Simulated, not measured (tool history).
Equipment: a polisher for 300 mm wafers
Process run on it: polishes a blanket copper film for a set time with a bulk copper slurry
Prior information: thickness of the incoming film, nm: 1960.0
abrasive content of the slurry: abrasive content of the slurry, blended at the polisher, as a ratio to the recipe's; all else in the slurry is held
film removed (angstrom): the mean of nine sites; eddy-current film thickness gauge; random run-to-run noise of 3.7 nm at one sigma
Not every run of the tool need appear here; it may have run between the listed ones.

| run | hour | flow of slurry (ml/min) | pressure of the wafer on the pad (kPa) | speed of the pad under the wafer (cm/s) | abrasive content of the slurry | polishing time (s) | film removed (angstrom) |
|---|---|---|---|---|---|---|---|
| 1 | 0.0 | 285 | 14.5 | 112 | 1.0 | 72 | 4834.4 |
| 2 | 8.7 | 285 | 14.5 | 112 | 1.2 | 72 | 4954.1 |
| 3 | 14.6 | 285 | 13.8 | 112 | 1.2 | 72 | 4692.2 |
| 4 | 19.5 | 285 | 13.1 | 112 | 1.2 | 72 | 4539.4 |
| 5 | 24.2 | 355 | 13.1 | 112 | 1.2 | 72 | 4597.6 |
| 6 | 30.9 | 355 | 13.1 | 112 | 1.2 | 76 | 4748.1 |
| 7 | 37.3 | 355 | 12.4 | 112 | 1.2 | 76 | 4515.4 |

Run 8 is up next; what results do you expect?
|  | 45.7 | slurry blender recalibrated |
| 8 | 45.7 | 355 | 11.7 | 112 | 1.2 | 76 | ? |

{"run 8": {"film removed (angstrom)": 4476.5}}

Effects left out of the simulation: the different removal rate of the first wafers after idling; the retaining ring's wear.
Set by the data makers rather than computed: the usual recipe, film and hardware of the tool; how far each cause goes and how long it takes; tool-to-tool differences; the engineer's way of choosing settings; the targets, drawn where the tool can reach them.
